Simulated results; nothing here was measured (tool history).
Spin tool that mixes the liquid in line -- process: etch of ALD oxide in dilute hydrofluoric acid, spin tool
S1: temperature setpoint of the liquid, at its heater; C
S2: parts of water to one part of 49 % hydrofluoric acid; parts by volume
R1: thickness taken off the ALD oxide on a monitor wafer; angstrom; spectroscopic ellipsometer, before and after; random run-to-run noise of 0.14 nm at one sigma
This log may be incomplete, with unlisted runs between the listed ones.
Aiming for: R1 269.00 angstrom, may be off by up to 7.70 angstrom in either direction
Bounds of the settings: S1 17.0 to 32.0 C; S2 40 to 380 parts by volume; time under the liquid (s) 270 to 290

Run 1, hour 0.0: S1 24.0 C, S2 210 parts by volume, time under the liquid (s) 270. Result: R1 231.86 angstrom.
Run 2, hour 7.8: S1 24.0 C, S2 270 parts by volume, time under the liquid (s) 270. Result: R1 168.31 angstrom.
Run 3, hour 16.1: S1 24.0 C, S2 270 parts by volume, time under the liquid (s) 290. Result: R1 181.98 angstrom.
Run 4, hour 22.6: S1 24.0 C, S2 270 parts by volume, time under the liquid (s) 270. Result: R1 167.27 angstrom.
Run 5, hour 23.4: S1 24.0 C, S2 270 parts by volume, time under the liquid (s) 290. Result: R1 180.36 angstrom.
Run 6, hour 27.1: S1 24.0 C, S2 310 parts by volume, time under the liquid (s) 290. Result: R1 150.44 angstrom.
Run 7, hour 35.3: S1 28.0 C, S2 235 parts by volume, time under the liquid (s) 290. Result: R1 247.59 angstrom.
Run 8, hour 44.3: S1 28.5 C, S2 235 parts by volume, time under the liquid (s) 290. Result: R1 251.89 angstrom.
Run 9, hour 46.7: S1 29.0 C, S2 235 parts by volume, time under the liquid (s) 290. Result: R1 255.60 angstrom.
Run 10, hour 49.2: S1 29.5 C, S2 235 parts by volume, time under the liquid (s) 290. Result: R1 259.93 angstrom.

5 candidate next runs follow, results not yet known. Just one meets every target within its allowed miss. Identify it.
Run A, hour 51.7: S1 27.0 C, S2 230 parts by volume, time under the liquid (s) 290. Result: R1 ?.
Run B, hour 51.7: S1 28.5 C, S2 210 parts by volume, time under the liquid (s) 270. Result: R1 ?.
Run C, hour 51.7: S1 32.0 C, S2 225 parts by volume, time under the liquid (s) 275. Result: R1 ?.
Run D, hour 51.7: S1 29.0 C, S2 225 parts by volume, time under the liquid (s) 270. Result: R1 ?.
Run E, hour 51.7: S1 31.5 C, S2 230 parts by volume, time under the liquid (s) 285. Result: R1 ?.

move      R1
   A  245.45
   B  269.80
   C  282.86
   D  251.50
   E  280.36
A: misses by more than the last run did
B: meets every target
C: the result that was furthest off in the last run now lies on the other side of its target
D: misses by more than the last run did
E: the result that was furthest off in the last run now lies on the other side of its target
So the answer is move B, the one that meets all the targets.

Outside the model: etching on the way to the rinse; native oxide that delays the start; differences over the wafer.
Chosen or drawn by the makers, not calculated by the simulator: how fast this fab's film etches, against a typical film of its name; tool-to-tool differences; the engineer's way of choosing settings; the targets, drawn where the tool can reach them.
